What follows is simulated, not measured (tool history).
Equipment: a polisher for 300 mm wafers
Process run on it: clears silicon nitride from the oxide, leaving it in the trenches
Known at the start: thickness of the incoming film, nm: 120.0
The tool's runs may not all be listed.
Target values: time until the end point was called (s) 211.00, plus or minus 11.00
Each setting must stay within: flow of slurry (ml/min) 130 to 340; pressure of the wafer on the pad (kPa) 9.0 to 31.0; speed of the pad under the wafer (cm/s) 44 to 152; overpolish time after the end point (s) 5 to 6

run	day	flow of slurry (ml/min)	pressure of the wafer on the pad (kPa)	speed of the pad under the wafer (cm/s)	overpolish time after the end point (s)	time until the end point was called (s)
1	0.000	220	20.0	98	6	121.46
2	0.067	220	18.6	98	6	128.46
3	0.300	220	18.6	84	6	148.61
4	0.425	220	22.8	84	6	119.88
5	0.558	170	22.8	84	6	127.47
6	0.688	170	22.8	94	6	112.55
7	0.871	170	21.4	94	6	118.16
8	1.062	170	20.0	94	6	124.91
9	1.388	170	18.6	92	6	137.43
10	1.642	170	17.9	92	6	145.25

Which of these 5 next moves meets every target?
A	1.896	135	13.8	72	5	?
B	1.896	145	13.8	76	5	?
C	1.896	190	15.9	62	6	?
D	1.896	190	18.6	64	5	?
E	1.896	130	15.2	76	5	?

move	time until the end point was called (s)
A	242.96
B	228.38
C	234.56
D	194.93
E	211.66
A: the result that was furthest off in the last run now lies on the other side of its target
B: the result that was furthest off in the last run now lies on the other side of its target
C: the result that was furthest off in the last run now lies on the other side of its target
D: closer than the last run, but not yet in spec
E: meets every target
So the answer is move E, the one that meets all the targets.

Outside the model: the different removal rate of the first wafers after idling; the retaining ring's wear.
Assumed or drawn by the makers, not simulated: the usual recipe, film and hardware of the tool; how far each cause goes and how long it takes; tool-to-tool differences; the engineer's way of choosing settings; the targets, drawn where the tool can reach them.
